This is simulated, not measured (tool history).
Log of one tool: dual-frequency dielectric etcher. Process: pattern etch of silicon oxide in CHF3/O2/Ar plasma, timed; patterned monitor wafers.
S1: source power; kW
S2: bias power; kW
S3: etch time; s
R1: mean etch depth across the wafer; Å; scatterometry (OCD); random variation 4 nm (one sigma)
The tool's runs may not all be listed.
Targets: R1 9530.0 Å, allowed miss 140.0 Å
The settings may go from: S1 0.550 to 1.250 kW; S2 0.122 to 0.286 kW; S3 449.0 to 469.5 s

run  hour     S1     S2     S3       R1
  1   0.0  0.900  0.204  449.0  11061.0
  2   2.9  0.790  0.201  449.0  10619.0
  3  11.1  0.880  0.201  449.0  10953.0
  4  19.9  0.780  0.201  449.0  10620.0
  5  27.2  0.780  0.214  449.0  10775.0
  6  34.0  0.780  0.183  449.0  10180.0
  7  43.0  0.730  0.181  449.0  10018.0
  8  43.7  0.690  0.180  449.0   9777.8

Which of these 5 next moves meets every target?
  A  44.4  0.680  0.162  469.0   ?
  B  44.4  0.740  0.166  460.5   ?
  C  44.4  0.670  0.174  458.5   ?
  D  44.4  0.630  0.208  459.0   ?
  E  44.4  0.630  0.174  458.0   ?

move       R1
   A   9899.5
   B  10076.0
   C   9848.4
   D  10236.0
   E   9640.0
A: further off than the last run
B: further off than the last run
C: further off than the last run
D: further off than the last run
E: meets every target
Move E is the one to make.
